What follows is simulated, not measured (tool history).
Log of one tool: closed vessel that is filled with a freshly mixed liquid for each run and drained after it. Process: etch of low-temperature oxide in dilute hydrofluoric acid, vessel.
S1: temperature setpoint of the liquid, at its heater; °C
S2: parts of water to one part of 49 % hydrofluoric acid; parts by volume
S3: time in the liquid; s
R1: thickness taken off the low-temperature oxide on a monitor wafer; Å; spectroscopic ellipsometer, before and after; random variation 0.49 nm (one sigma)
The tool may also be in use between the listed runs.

run 1 hour=0 | S1=24 S2=225 S3=780 | R1=626.98
run 2 hour=5.1 | S1=25.5 S2=225 S3=780 | R1=665.97
run 3 hour=13.7 | S1=25.5 S2=255 S3=780 | R1=570.25
run 4 hour=16.1 | S1=25.5 S2=255 S3=780 | R1=572.21
run 5 hour=23.4 | S1=25.5 S2=305 S3=780 | R1=449.72
run 6 hour=25.1 | S1=25.5 S2=265 S3=780 | R1=541.33
run 7 hour=30.8 | S1=26 S2=255 S3=780 | R1=572.97
run 8 hour=33.8 | S1=26.5 S2=245 S3=780 | R1=616.24

Run 9 comes next. What will it give?
run 9 hour=39.1 | S1=30.5 S2=185 S3=780 | R1=?

Run 9 gave R1 1008.5 Å.

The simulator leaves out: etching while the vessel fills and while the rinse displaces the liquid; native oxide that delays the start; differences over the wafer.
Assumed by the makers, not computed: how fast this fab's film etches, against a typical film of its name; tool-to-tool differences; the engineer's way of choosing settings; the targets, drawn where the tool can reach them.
